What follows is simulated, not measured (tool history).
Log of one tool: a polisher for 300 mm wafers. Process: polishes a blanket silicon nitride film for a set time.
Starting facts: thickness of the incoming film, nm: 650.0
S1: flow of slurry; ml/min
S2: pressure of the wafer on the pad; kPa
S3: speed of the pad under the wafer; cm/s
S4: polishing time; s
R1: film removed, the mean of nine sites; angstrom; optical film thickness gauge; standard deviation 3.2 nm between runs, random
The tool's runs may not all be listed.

run	hour	S1	S2	S3	S4	R1
1	0	195	31.7	122	87	2163.2
2	5.4	195	31.7	122	87	2121.7
3	13.6	200	35.9	122	87	2407.4
4	20.7	200	38.6	122	87	2586.1
5	27.1	205	41.4	122	87	2793
6	35.3	205	37.9	122	87	2589.1
7	43.5	220	39.3	122	87	2681
8	50.9	220	41.4	122	87	2806.6
9	53.8	220	42.7	122	87	2880
10	54.7	220	44.1	122	87	3008.8

Run 11 comes next. What will it give?
11	56.1	220	44.1	122	87	?

R1: 3009.3 angstrom
